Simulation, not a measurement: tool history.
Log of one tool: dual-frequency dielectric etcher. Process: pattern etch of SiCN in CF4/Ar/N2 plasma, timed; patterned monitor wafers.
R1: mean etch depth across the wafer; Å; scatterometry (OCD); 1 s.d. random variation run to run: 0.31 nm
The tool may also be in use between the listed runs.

run 1 hour=0 | source_power_(kW)=0.48 bias_power_(kW)=0.056 Ar_flow_(sccm)=94 CF4_flow_(sccm)=83 etch_time_(s)=118 | R1=999.33
run 2 hour=5.8 | source_power_(kW)=0.48 bias_power_(kW)=0.049 Ar_flow_(sccm)=94 CF4_flow_(sccm)=83 etch_time_(s)=118 | R1=956.86
run 3 hour=11.3 | source_power_(kW)=0.48 bias_power_(kW)=0.057 Ar_flow_(sccm)=94 CF4_flow_(sccm)=83 etch_time_(s)=118 | R1=1002.4
run 4 hour=12.2 | source_power_(kW)=0.48 bias_power_(kW)=0.057 Ar_flow_(sccm)=78 CF4_flow_(sccm)=83 etch_time_(s)=118 | R1=1031.6
run 5 hour=20.5 | source_power_(kW)=0.44 bias_power_(kW)=0.057 Ar_flow_(sccm)=78 CF4_flow_(sccm)=83 etch_time_(s)=118 | R1=975.62
run 6 hour=28.5 | source_power_(kW)=0.44 bias_power_(kW)=0.057 Ar_flow_(sccm)=94 CF4_flow_(sccm)=83 etch_time_(s)=118 | R1=947.88
run 7 hour=32.2 | source_power_(kW)=0.5 bias_power_(kW)=0.057 Ar_flow_(sccm)=94 CF4_flow_(sccm)=83 etch_time_(s)=118 | R1=1028.4
run 8 hour=34.1 | source_power_(kW)=0.5 bias_power_(kW)=0.057 Ar_flow_(sccm)=94 CF4_flow_(sccm)=83 etch_time_(s)=118 | R1=1031.4
run 9 hour=39.5 | source_power_(kW)=0.5 bias_power_(kW)=0.057 Ar_flow_(sccm)=94 CF4_flow_(sccm)=83 etch_time_(s)=118 | R1=1035.6
run 10 hour=41.9 | source_power_(kW)=0.53 bias_power_(kW)=0.057 Ar_flow_(sccm)=94 CF4_flow_(sccm)=83 etch_time_(s)=118 | R1=1072.4
run 11 hour=43.1 | source_power_(kW)=0.56 bias_power_(kW)=0.057 Ar_flow_(sccm)=94 CF4_flow_(sccm)=83 etch_time_(s)=118 | R1=1107.2

Predict the results of run 12:
run 12 hour=47.1 | source_power_(kW)=0.58 bias_power_(kW)=0.057 Ar_flow_(sccm)=94 CF4_flow_(sccm)=83 etch_time_(s)=118 | R1=?

Run 12 produced R1 1140.9 Å.

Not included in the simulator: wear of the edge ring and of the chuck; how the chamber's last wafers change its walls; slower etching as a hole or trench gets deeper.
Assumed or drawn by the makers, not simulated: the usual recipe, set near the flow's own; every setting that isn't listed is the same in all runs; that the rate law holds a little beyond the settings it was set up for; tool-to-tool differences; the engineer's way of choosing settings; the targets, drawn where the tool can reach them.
